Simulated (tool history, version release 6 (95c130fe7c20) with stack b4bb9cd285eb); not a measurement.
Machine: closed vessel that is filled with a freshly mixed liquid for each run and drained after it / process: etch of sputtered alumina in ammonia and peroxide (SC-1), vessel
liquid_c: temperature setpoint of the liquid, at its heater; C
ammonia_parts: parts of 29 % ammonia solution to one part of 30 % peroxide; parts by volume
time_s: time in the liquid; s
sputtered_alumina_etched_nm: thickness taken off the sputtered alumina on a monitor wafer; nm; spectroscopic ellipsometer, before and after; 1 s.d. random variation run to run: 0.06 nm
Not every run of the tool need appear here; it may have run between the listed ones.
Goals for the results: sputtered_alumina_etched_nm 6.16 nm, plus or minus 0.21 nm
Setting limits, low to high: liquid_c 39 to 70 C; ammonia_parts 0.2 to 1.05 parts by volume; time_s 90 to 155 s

run 1 hour=0 | liquid_c=55 ammonia_parts=0.55 time_s=155 | sputtered_alumina_etched_nm=10.376
run 2 hour=3.1 | liquid_c=52 ammonia_parts=0.55 time_s=155 | sputtered_alumina_etched_nm=8.8416
run 3 hour=4.6 | liquid_c=55.5 ammonia_parts=0.55 time_s=155 | sputtered_alumina_etched_nm=10.72
run 4 hour=6.8 | liquid_c=52.5 ammonia_parts=0.55 time_s=155 | sputtered_alumina_etched_nm=9.1593
run 5 hour=15.1 | liquid_c=58 ammonia_parts=0.55 time_s=155 | sputtered_alumina_etched_nm=12.193
run 6 hour=17.9 | liquid_c=63.5 ammonia_parts=0.55 time_s=155 | sputtered_alumina_etched_nm=16.217
-- hour=23.1 ammonia flow meter replaced
run 7 hour=23.1 | liquid_c=58 ammonia_parts=0.55 time_s=155 | sputtered_alumina_etched_nm=12.42
run 8 hour=28.5 | liquid_c=54 ammonia_parts=0.55 time_s=155 | sputtered_alumina_etched_nm=10.103
run 9 hour=34.4 | liquid_c=51 ammonia_parts=0.55 time_s=155 | sputtered_alumina_etched_nm=8.5705
run 10 hour=37.1 | liquid_c=44 ammonia_parts=0.55 time_s=155 | sputtered_alumina_etched_nm=5.6992
run 11 hour=39.7 | liquid_c=44.5 ammonia_parts=0.55 time_s=155 | sputtered_alumina_etched_nm=5.7902

Exactly one of the 4 candidate moves below puts every result within its allowed miss. Which one?
run A hour=42.3 | liquid_c=43 ammonia_parts=0.65 time_s=155 | sputtered_alumina_etched_nm=?
run B hour=42.3 | liquid_c=44 ammonia_parts=0.7 time_s=150 | sputtered_alumina_etched_nm=?
run C hour=42.3 | liquid_c=45 ammonia_parts=0.55 time_s=155 | sputtered_alumina_etched_nm=?
run D hour=42.3 | liquid_c=43.5 ammonia_parts=0.55 time_s=155 | sputtered_alumina_etched_nm=?

move=A sputtered_alumina_etched_nm=5.4676
move=B sputtered_alumina_etched_nm=5.6445
move=C sputtered_alumina_etched_nm=6.0354
move=D sputtered_alumina_etched_nm=5.5386
A: moves away from the targets compared with the last run
B: moves away from the targets compared with the last run
C: every result lands within tolerance
D: moves away from the targets compared with the last run
The move that meets every target is C.

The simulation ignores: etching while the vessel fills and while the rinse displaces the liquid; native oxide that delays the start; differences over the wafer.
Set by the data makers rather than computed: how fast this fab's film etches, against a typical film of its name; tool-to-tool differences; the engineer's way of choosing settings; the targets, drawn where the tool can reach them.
